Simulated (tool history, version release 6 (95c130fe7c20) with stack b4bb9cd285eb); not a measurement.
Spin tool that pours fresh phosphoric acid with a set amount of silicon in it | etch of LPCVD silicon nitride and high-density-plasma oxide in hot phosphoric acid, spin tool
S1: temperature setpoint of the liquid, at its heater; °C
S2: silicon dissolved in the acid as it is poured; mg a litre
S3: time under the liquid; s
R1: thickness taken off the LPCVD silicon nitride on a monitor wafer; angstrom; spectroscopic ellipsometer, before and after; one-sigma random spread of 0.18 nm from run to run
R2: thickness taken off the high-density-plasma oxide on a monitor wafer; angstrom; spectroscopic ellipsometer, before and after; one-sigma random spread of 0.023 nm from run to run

| run | hour | S1 | S2 | S3 | R1 | R2 |
|---|---|---|---|---|---|---|
| 1 | 0 | 162 | 20 | 180 | 161.63 | 4.3663 |
| 2 | 2.3 | 162.5 | 22 | 185 | 168.63 | 5.0502 |
| 3 | 6.4 | 162.5 | 24.5 | 195 | 180.52 | 4.6723 |
| 4 | 13.4 | 161.5 | 24.5 | 195 | 170.99 | 4.1401 |
| 5 | 14.7 | 162 | 27 | 200 | 179.89 | 4.595 |
| 6 | 18.8 | 160.5 | 27 | 200 | 174.66 | 4.1783 |
| 7 | 20 | 161 | 28.5 | 205 | 180.54 | 3.9181 |

The next listed run, before its measurement:
| 8 | 25.3 | 161.5 | 29.5 | 210 | ? | ? |

R1: 186.95 angstrom
R2: 4.2306 angstrom
